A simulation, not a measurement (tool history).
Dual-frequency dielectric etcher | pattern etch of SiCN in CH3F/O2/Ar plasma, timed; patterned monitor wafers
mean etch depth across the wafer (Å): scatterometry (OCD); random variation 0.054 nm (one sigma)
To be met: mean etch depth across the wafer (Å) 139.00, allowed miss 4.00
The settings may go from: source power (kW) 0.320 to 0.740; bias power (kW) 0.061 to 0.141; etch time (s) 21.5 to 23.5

run,hour,source power (kW),bias power (kW),etch time (s),mean etch depth across the wafer (Å)
1,0.0,0.530,0.101,23.5,117.45
2,7.3,0.560,0.105,23.5,122.75
3,10.7,0.560,0.105,21.5,111.41
4,19.2,0.580,0.112,22.0,119.25
5,25.5,0.600,0.116,22.0,124.08
6,28.2,0.620,0.118,22.0,127.07
7,32.4,0.640,0.119,22.0,128.74
8,34.5,0.650,0.120,22.0,128.92
9,42.9,0.660,0.122,22.0,131.49
10,50.4,0.670,0.123,22.0,133.77
11,52.3,0.680,0.124,22.0,133.94

Which of these 5 next moves meets every target?
A,54.2,0.660,0.128,21.5,?
B,54.2,0.690,0.117,22.0,?
C,54.2,0.730,0.122,22.0,?
D,54.2,0.630,0.115,22.5,?
E,54.2,0.500,0.136,23.5,?

move,mean etch depth across the wafer (Å)
A,132.24
B,132.56
C,138.44
D,129.18
E,130.94
A: further off than the last run
B: further off than the last run
C: meets every target
D: further off than the last run
E: further off than the last run
The right move is C.
